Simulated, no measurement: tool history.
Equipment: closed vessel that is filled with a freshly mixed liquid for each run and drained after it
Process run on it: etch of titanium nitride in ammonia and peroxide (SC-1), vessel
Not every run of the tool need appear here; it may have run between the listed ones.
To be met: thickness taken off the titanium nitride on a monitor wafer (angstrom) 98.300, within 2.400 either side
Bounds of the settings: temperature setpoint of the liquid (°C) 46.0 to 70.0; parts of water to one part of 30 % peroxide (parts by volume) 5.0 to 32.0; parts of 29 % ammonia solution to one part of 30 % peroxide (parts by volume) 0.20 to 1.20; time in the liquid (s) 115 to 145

| run | hour | temperature setpoint of the liquid (°C) | parts of water to one part of 30 % peroxide (parts by volume) | parts of 29 % ammonia solution to one part of 30 % peroxide (parts by volume) | time in the liquid (s) | thickness taken off the titanium nitride on a monitor wafer (angstrom) |
|---|---|---|---|---|---|---|
| 1 | 0.0 | 62.0 | 17.5 | 0.70 | 145 | 145.550 |
| 2 | 8.3 | 61.0 | 17.5 | 0.70 | 145 | 136.150 |
| 3 | 17.5 | 61.0 | 14.0 | 0.70 | 145 | 153.410 |
| 4 | 23.3 | 60.0 | 14.0 | 0.70 | 145 | 145.030 |
| 5 | 31.6 | 59.0 | 14.0 | 0.70 | 145 | 134.820 |
| 6 | 38.8 | 58.0 | 14.0 | 0.70 | 145 | 125.910 |
| 7 | 45.2 | 57.5 | 14.0 | 0.70 | 145 | 122.180 |
| 8 | 48.9 | 57.0 | 14.0 | 0.70 | 145 | 118.430 |
| 9 | 54.6 | 56.5 | 14.0 | 0.70 | 145 | 114.400 |
| 10 | 58.4 | 53.5 | 14.0 | 0.70 | 145 | 93.071 |
| 11 | 66.7 | 53.5 | 14.0 | 0.70 | 145 | 93.009 |

Exercise: of the 5 proposed moves below, exactly one satisfies all targets within the stated allowed misses. Which move is it?
| A | 75.0 | 54.0 | 13.0 | 0.80 | 145 | ? |
| B | 75.0 | 53.0 | 8.0 | 0.90 | 115 | ? |
| C | 75.0 | 56.0 | 16.0 | 0.90 | 145 | ? |
| D | 75.0 | 52.5 | 13.5 | 0.95 | 145 | ? |
| E | 75.0 | 56.0 | 16.5 | 0.80 | 145 | ? |

| move | thickness taken off the titanium nitride on a monitor wafer (angstrom) |
|---|---|
| A | 102.110 |
| B | 98.579 |
| C | 106.770 |
| D | 92.961 |
| E | 102.910 |
A: the result that was furthest off in the last run now lies on the other side of its target
B: every result lands within tolerance
C: the result that was furthest off in the last run now lies on the other side of its target
D: just as far off the targets as the last run
E: the result that was furthest off in the last run now lies on the other side of its target
B meets every target.
